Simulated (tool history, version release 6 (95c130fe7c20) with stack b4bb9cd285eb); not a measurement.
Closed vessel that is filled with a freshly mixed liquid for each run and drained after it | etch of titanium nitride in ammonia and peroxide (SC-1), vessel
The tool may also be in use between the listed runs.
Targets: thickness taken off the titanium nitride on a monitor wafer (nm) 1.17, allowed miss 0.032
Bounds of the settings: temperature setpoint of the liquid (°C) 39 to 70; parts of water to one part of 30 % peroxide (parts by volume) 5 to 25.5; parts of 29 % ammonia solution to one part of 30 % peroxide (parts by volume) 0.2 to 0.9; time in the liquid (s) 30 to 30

run,hour,temperature setpoint of the liquid (°C),parts of water to one part of 30 % peroxide (parts by volume),parts of 29 % ammonia solution to one part of 30 % peroxide (parts by volume),time in the liquid (s),thickness taken off the titanium nitride on a monitor wafer (nm)
1,0,55,14.5,0.5,30,2.2031
2,8.7,55,14.5,0.5,30,2.192
3,9.8,52.5,14.5,0.5,30,1.8461
4,16.5,50.5,14.5,0.5,30,1.6077
5,18.5,49.5,14.5,0.5,30,1.5092
6,26.4,48.5,14.5,0.5,30,1.3976
7,29.5,48,14.5,0.5,30,1.3561
8,35.7,47.5,14.5,0.5,30,1.3163
9,43,47,14.5,0.5,30,1.2623
10,50.9,46.5,14.5,0.5,30,1.2181

4 next moves are on the table. One of them brings every result within its allowed miss. Which?
A,58.8,45,13.5,0.6,30,?
B,58.8,47,14.5,0.75,30,?
C,58.8,47.5,16.5,0.65,30,?
D,58.8,46.5,13,0.5,30,?

move,thickness taken off the titanium nitride on a monitor wafer (nm)
A,1.1695
B,1.3499
C,1.2719
D,1.2863
A: meets every target
B: further off than the last run
C: further off than the last run
D: further off than the last run
Move A is the one to make.
